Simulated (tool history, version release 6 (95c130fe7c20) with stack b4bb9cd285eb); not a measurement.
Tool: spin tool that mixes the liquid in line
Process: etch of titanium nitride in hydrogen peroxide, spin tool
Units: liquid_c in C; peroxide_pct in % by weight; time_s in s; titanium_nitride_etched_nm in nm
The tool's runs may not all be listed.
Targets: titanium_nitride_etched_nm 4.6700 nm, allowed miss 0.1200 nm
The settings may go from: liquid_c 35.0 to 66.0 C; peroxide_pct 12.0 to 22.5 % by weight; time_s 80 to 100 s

run 1 hour=0.0 | liquid_c=51.0 peroxide_pct=15.5 time_s=100 | titanium_nitride_etched_nm=7.3263
run 2 hour=3.9 | liquid_c=54.5 peroxide_pct=15.5 time_s=100 | titanium_nitride_etched_nm=9.3781
run 3 hour=12.0 | liquid_c=52.5 peroxide_pct=15.5 time_s=100 | titanium_nitride_etched_nm=8.2421
run 4 hour=13.2 | liquid_c=51.0 peroxide_pct=15.5 time_s=100 | titanium_nitride_etched_nm=7.3665
run 5 hour=17.9 | liquid_c=50.0 peroxide_pct=15.5 time_s=100 | titanium_nitride_etched_nm=6.8567
run 6 hour=21.7 | liquid_c=55.5 peroxide_pct=15.5 time_s=100 | titanium_nitride_etched_nm=10.1710
run 7 hour=28.7 | liquid_c=53.5 peroxide_pct=15.5 time_s=100 | titanium_nitride_etched_nm=8.7474
run 8 hour=30.7 | liquid_c=52.0 peroxide_pct=15.5 time_s=100 | titanium_nitride_etched_nm=7.9535
run 9 hour=34.3 | liquid_c=44.0 peroxide_pct=15.5 time_s=100 | titanium_nitride_etched_nm=4.4249

4 next moves are on the table. One of them brings every result within its allowed miss. Which?
run A hour=37.9 | liquid_c=48.0 peroxide_pct=14.5 time_s=80 | titanium_nitride_etched_nm=?
run B hour=37.9 | liquid_c=43.5 peroxide_pct=15.5 time_s=100 | titanium_nitride_etched_nm=?
run C hour=37.9 | liquid_c=47.0 peroxide_pct=15.5 time_s=80 | titanium_nitride_etched_nm=?
run D hour=37.9 | liquid_c=46.0 peroxide_pct=17.5 time_s=80 | titanium_nitride_etched_nm=?

move=A titanium_nitride_etched_nm=4.6529
move=B titanium_nitride_etched_nm=4.2244
move=C titanium_nitride_etched_nm=4.3849
move=D titanium_nitride_etched_nm=4.1788
A: meets every target
B: further off than the last run
C: further off than the last run
D: further off than the last run
The right move is A.

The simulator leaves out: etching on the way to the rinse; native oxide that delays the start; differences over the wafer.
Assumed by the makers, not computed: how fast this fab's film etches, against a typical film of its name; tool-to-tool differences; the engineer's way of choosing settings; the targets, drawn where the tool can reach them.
